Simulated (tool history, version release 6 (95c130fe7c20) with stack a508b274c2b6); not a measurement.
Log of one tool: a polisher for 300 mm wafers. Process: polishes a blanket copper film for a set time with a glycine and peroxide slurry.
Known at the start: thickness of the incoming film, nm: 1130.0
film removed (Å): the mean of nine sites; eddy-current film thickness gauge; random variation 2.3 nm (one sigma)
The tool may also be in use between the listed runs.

run,hour,flow of slurry (ml/min),pressure of the wafer on the pad (kPa),speed of the pad under the wafer (m/s),polishing time (s),film removed (Å)
1,0,285,13.8,1.16,41,1746.8
2,2.8,355,13.8,1.16,41,1752.2
3,4.4,355,15.2,1.16,41,1887
4,5,355,15.9,1.16,41,1914.4
5,9,355,16.5,1.16,41,1987.7
6,11.9,355,13.8,1.16,41,1736
7,16.6,355,15.2,1.18,41,1876.9
8,17.6,355,15.9,1.18,41,1930.2

Run 9 comes next. What will it give?
9,19.8,355,16.5,1.18,41,?

{"run 9": {"film removed (Å)": 2034.1}}
